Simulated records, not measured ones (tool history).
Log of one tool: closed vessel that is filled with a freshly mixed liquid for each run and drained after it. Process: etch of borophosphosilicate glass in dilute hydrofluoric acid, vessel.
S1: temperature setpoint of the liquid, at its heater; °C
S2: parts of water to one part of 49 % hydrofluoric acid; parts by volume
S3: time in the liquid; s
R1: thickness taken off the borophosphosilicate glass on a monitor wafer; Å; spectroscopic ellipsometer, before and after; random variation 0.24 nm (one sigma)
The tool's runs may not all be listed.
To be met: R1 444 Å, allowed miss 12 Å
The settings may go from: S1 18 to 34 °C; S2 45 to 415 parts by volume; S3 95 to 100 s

Run 1, hour 0: S1 26 °C, S2 230 parts by volume, S3 95 s. Result: R1 227.93 Å.
Run 2, hour 5.9: S1 26 °C, S2 310 parts by volume, S3 95 s. Result: R1 156.68 Å.
Run 3, hour 13.6: S1 27.5 °C, S2 280 parts by volume, S3 95 s. Result: R1 190 Å.
Run 4, hour 17.8: S1 28.5 °C, S2 255 parts by volume, S3 95 s. Result: R1 218.75 Å.
Run 5, hour 24.2: S1 32 °C, S2 255 parts by volume, S3 95 s. Result: R1 248.36 Å.
Run 6, hour 25.8: S1 32.5 °C, S2 235 parts by volume, S3 95 s. Result: R1 279.79 Å.
Run 7, hour 34.2: S1 32.5 °C, S2 220 parts by volume, S3 95 s. Result: R1 302.95 Å.
Run 8, hour 40.8: S1 34 °C, S2 145 parts by volume, S3 95 s. Result: R1 540.71 Å.
Run 9, hour 45.1: S1 33 °C, S2 145 parts by volume, S3 95 s. Result: R1 526.01 Å.

Which of these 5 next moves meets every target?
Run A, hour 49.4: S1 33 °C, S2 165 parts by volume, S3 95 s. Result: R1 ?.
Run B, hour 49.4: S1 29.5 °C, S2 155 parts by volume, S3 95 s. Result: R1 ?.
Run C, hour 49.4: S1 33 °C, S2 145 parts by volume, S3 100 s. Result: R1 ?.
Run D, hour 49.4: S1 34 °C, S2 185 parts by volume, S3 95 s. Result: R1 ?.
Run E, hour 49.4: S1 33.5 °C, S2 120 parts by volume, S3 95 s. Result: R1 ?.

move      R1
   A  443.37
   B  422.86
   C  546.05
   D  398.06
   E  661.45
A: meets every target
B: takes the result that was furthest off past its target
C: further off than the last run
D: takes the result that was furthest off past its target
E: further off than the last run
The right move is A.

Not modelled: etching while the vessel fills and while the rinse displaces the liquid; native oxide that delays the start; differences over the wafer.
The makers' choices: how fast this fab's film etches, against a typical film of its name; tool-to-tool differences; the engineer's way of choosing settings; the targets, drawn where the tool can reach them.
